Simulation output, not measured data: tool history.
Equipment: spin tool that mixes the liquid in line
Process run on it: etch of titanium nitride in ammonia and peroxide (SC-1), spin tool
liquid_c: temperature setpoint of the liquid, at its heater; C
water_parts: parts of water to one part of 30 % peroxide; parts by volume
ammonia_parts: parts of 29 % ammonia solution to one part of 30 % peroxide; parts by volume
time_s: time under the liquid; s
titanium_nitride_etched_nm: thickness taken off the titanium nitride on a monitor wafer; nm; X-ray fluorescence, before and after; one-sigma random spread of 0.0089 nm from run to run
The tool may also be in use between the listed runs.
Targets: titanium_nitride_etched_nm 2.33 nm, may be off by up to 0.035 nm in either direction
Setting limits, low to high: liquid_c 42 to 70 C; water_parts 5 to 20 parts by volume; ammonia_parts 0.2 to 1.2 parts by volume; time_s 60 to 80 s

run    day  liquid_c  water_parts  ammonia_parts  time_s  titanium_nitride_etched_nm
  1      0        58           11            0.7      80                      5.9013
  2  0.346        58           11           0.55      80                      5.6829
  3  0.396        58           11            0.4      80                      5.3379
  4  0.421        58           11            0.3      80                      5.0281
  5  0.617        58           11            0.2      80                      4.7191
  6  0.883        58         14.5            0.2      80                      4.0668
  7  1.071      56.5         14.5            0.2      80                       3.685
  8  1.254      55.5         14.5            0.2      80                      3.4295
  9   1.35      54.5         14.5            0.2      80                      3.1909
 10  1.567        49         14.5            0.2      80                      2.1743

Of the 5 settings listed for the next run, only one would bring every result within its allowed miss of target. Which one?
  A  1.783        50           14            0.2      75                           ?
  B  1.783        50         13.5            0.2      65                           ?
  C  1.783      48.5         14.5            0.3      75                           ?
  D  1.783        49         15.5            0.2      80                           ?
  E  1.783        49         11.5            0.2      75                           ?

move  titanium_nitride_etched_nm
   A                      2.2479
   B                      1.9877
   C                      2.1444
   D                      2.1131
   E                      2.3348
A: nearer the targets than the last run, but a result is still out of spec
B: misses by more than the last run did
C: misses by more than the last run did
D: misses by more than the last run did
E: every result within its allowed miss
The right move is E.
